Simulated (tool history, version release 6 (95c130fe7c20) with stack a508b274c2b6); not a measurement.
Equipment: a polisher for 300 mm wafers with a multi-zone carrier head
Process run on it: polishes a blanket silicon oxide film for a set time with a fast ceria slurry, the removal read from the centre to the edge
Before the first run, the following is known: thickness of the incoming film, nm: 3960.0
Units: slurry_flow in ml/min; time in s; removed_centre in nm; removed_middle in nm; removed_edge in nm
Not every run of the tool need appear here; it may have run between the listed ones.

run	hour	slurry_flow	centre_zone	middle_zone	edge_zone	time	removed_centre	removed_middle	removed_edge
1	0	155	1	1	1	39	485.24	490.65	497.46
2	4.1	155	1	0.92	1	39	486.78	461.43	492.8
3	8.1	155	1.06	0.92	1	39	517.76	457.38	490.53
4	13.3	175	1.06	0.92	1	39	523.56	464.48	495.31
5	19.4	175	1.06	0.88	1	39	539.87	449.93	498.5
6	26.1	150	1.06	0.88	1	39	518.46	442.35	492.6

Run 7 is up next; what results do you expect?
7	28.8	145	1.02	0.87	0.98	38	?	?	?

removed_centre: 477.97 nm
removed_middle: 420.74 nm
removed_edge: 463.36 nm
